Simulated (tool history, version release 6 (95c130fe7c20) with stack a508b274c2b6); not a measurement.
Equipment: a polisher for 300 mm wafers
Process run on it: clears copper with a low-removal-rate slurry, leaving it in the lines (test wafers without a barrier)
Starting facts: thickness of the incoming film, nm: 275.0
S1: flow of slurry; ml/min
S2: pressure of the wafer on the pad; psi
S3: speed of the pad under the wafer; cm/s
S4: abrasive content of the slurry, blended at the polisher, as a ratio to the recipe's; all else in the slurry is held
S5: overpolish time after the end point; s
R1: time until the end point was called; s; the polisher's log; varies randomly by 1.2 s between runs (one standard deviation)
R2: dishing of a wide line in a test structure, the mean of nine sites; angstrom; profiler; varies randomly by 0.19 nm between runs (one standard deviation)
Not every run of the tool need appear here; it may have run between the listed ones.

run 1 hour=0 | S1=195 S2=2 S3=86 S4=1 S5=8 | R1=199.42 R2=88.094
run 2 hour=5.9 | S1=195 S2=2.1 S3=86 S4=1 S5=8 | R1=187.75 R2=92.883
run 3 hour=14.2 | S1=195 S2=2.1 S3=86 S4=1 S5=11 | R1=193.36 R2=125.14
run 4 hour=17.3 | S1=195 S2=2.1 S3=100 S4=1 S5=11 | R1=163.96 R2=144.48
run 5 hour=20.9 | S1=195 S2=2.1 S3=100 S4=0.8 S5=11 | R1=173.53 R2=136.96
run 6 hour=28 | S1=200 S2=2.1 S3=100 S4=0.8 S5=11 | R1=170.5 R2=136.3
run 7 hour=31 | S1=205 S2=2.1 S3=100 S4=0.8 S5=11 | R1=171.39 R2=140.19
run 8 hour=32.7 | S1=210 S2=2.1 S3=100 S4=0.8 S5=11 | R1=170.54 R2=140.16
run 9 hour=40.1 | S1=215 S2=2.1 S3=100 S4=0.8 S5=11 | R1=169.56 R2=137.81

Expected results for the next run?
run 10 hour=47.2 | S1=220 S2=2.1 S3=100 S4=0.8 S5=11 | R1=? R2=?

For run 10 the tool returned R1 171.17 s, R2 139.61 angstrom.
